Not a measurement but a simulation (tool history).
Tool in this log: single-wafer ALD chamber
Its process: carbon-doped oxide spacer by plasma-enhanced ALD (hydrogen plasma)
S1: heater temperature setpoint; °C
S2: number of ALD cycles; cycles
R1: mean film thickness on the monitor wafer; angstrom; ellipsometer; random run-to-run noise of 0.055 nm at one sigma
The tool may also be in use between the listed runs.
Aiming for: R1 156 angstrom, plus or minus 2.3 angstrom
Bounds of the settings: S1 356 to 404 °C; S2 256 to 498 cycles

run,day,S1,S2,R1
1,0,380,377,180.09
2,0.179,388,377,179.93
3,0.358,388,412,196.62
4,0.696,393,412,196.68
5,1.042,393,402,192.18
6,1.404,393,443,212.98
7,1.638,393,429,205.46
8,1.992,393,416,198.08
9,2.046,393,405,194.12
10,2.183,393,395,188.93
11,2.238,393,386,184.9
12,2.367,393,378,180.81

5 candidate next runs follow, results not yet known. Just one meets every target within its allowed miss. Identify it.
A,2.496,392,340,?
B,2.496,395,335,?
C,2.496,389,340,?
D,2.496,382,325,?
E,2.496,388,337,?

move,R1
A,162.91
B,160.52
C,162.91
D,155.72
E,161.47
A: closes in on the targets versus the last run, not all within tolerance yet
B: closes in on the targets versus the last run, not all within tolerance yet
C: closes in on the targets versus the last run, not all within tolerance yet
D: meets every target
E: closes in on the targets versus the last run, not all within tolerance yet
The right move is D.
